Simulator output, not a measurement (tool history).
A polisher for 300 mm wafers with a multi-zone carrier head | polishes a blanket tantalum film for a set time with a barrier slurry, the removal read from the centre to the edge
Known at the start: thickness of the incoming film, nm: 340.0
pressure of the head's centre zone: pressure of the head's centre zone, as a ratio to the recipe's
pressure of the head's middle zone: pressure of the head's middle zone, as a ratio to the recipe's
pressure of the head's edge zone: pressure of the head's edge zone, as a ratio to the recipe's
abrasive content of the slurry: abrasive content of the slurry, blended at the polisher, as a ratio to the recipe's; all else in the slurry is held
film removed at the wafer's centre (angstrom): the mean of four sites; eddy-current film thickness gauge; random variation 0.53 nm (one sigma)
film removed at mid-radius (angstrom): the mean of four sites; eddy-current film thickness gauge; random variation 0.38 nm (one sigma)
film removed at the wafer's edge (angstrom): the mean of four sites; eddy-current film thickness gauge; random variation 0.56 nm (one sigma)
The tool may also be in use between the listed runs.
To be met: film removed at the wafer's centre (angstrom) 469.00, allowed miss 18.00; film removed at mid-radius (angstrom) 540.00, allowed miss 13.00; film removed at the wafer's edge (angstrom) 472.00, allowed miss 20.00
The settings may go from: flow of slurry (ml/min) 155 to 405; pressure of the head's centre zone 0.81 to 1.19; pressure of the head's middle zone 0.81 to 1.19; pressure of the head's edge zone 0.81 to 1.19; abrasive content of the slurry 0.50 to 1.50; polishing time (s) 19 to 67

run,hour,flow of slurry (ml/min),pressure of the head's centre zone,pressure of the head's middle zone,pressure of the head's edge zone,abrasive content of the slurry,polishing time (s),film removed at the wafer's centre (angstrom),film removed at mid-radius (angstrom),film removed at the wafer's edge (angstrom)
1,0.0,260,1.00,1.00,1.00,1.00,43,741.93,775.00,733.86
2,5.3,260,0.98,1.00,0.96,0.85,41,665.47,703.43,665.11
3,12.4,260,0.97,1.01,0.93,0.75,39,605.38,642.47,587.28
4,13.9,260,0.97,1.01,0.93,0.75,30,463.05,499.85,464.57
5,19.5,260,0.97,1.01,1.00,0.75,30,462.75,495.57,470.01
6,24.1,260,0.97,1.01,1.00,0.75,38,587.85,619.17,594.70
7,27.8,255,0.95,1.02,0.97,0.70,37,557.18,604.39,564.42
8,35.8,255,0.94,1.03,0.94,0.65,36,516.45,577.34,530.38
9,40.2,250,0.94,1.03,0.91,0.60,36,507.38,555.00,512.91
10,43.9,245,0.93,1.04,0.89,0.60,36,493.23,564.26,500.65
11,48.5,235,0.93,1.04,0.88,0.60,36,487.40,560.07,492.77
12,49.9,225,0.93,1.04,0.87,0.60,36,487.60,556.99,493.77
13,58.5,220,0.93,1.04,0.86,0.60,36,487.46,553.84,488.27
14,67.2,215,0.93,1.04,0.85,0.60,36,487.18,548.08,470.16
15,73.1,215,0.92,1.04,0.85,0.60,36,479.82,557.03,476.10

Which of these 4 next moves meets every target?
A,79.0,200,0.90,1.08,0.81,0.65,35,?,?,?
B,79.0,175,0.96,1.06,0.86,0.70,36,?,?,?
C,79.0,195,0.93,1.13,0.81,0.75,34,?,?,?
D,79.0,260,0.92,1.03,0.85,0.50,37,?,?,?

move,film removed at the wafer's centre (angstrom),film removed at mid-radius (angstrom),film removed at the wafer's edge (angstrom)
A,466.12,567.30,462.69
B,513.18,577.52,491.10
C,489.40,598.08,470.17
D,473.47,540.42,462.34
A: further off than the last run
B: further off than the last run
C: further off than the last run
D: meets every target
Move D is the one to make.

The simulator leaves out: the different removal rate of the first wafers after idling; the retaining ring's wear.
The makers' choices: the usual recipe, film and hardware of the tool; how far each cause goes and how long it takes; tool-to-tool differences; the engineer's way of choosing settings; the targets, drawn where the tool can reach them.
